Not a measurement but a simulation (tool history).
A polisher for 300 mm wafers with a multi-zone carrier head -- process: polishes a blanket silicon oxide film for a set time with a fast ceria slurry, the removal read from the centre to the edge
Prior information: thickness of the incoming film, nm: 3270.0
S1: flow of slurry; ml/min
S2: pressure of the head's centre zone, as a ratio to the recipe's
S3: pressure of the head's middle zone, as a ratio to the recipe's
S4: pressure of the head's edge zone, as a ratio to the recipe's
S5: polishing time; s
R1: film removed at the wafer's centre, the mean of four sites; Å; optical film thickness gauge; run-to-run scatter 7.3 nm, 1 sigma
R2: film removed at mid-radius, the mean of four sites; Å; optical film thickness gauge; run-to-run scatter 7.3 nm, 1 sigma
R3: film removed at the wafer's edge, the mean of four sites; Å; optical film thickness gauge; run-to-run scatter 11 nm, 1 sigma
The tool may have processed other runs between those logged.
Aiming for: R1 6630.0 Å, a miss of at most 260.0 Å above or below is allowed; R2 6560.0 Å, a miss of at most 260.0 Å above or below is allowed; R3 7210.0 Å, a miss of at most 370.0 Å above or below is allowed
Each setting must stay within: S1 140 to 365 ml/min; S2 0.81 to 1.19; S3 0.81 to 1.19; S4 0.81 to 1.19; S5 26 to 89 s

run,day,S1,S2,S3,S4,S5,R1,R2,R3
1,0.000,235,1.00,1.00,1.00,57,9369.7,9346.4,9446.8
2,0.100,235,0.95,1.00,1.00,57,8799.4,9677.2,9390.9
3,0.279,235,1.00,1.00,1.00,57,9496.2,9553.9,9390.0
4,0.454,290,1.00,1.00,1.00,57,9626.9,9684.2,9635.7
5,0.617,290,1.07,1.00,1.00,57,10334.0,9703.9,9647.5
6,0.912,290,1.07,1.00,1.00,44,8092.5,7618.3,7138.8
7,1.108,285,1.04,0.98,1.01,44,7715.4,7454.6,7396.4
8,1.138,280,1.03,0.96,1.01,44,7650.6,7277.4,7567.2
9,1.275,280,1.02,0.95,1.00,43,7367.4,7047.0,7180.6

4 next moves are on the table. One of them brings every result within its allowed miss. Which?
A,1.412,245,1.11,0.94,1.00,45,?,?,?
B,1.412,290,0.95,0.90,1.05,42,?,?,?
C,1.412,300,0.93,1.00,1.00,41,?,?,?
D,1.412,250,0.85,0.96,0.94,45,?,?,?

move,R1,R2,R3
A,7990.2,7183.9,7364.4
B,6496.5,6608.6,7135.2
C,6233.1,7008.1,6809.5
D,6121.4,7325.6,7160.8
A: its largest miss is bigger than the last run's
B: all results land within tolerance of their targets
C: takes the result that was furthest off past its target
D: takes the result that was furthest off past its target
So the answer is move B, the one that meets all the targets.

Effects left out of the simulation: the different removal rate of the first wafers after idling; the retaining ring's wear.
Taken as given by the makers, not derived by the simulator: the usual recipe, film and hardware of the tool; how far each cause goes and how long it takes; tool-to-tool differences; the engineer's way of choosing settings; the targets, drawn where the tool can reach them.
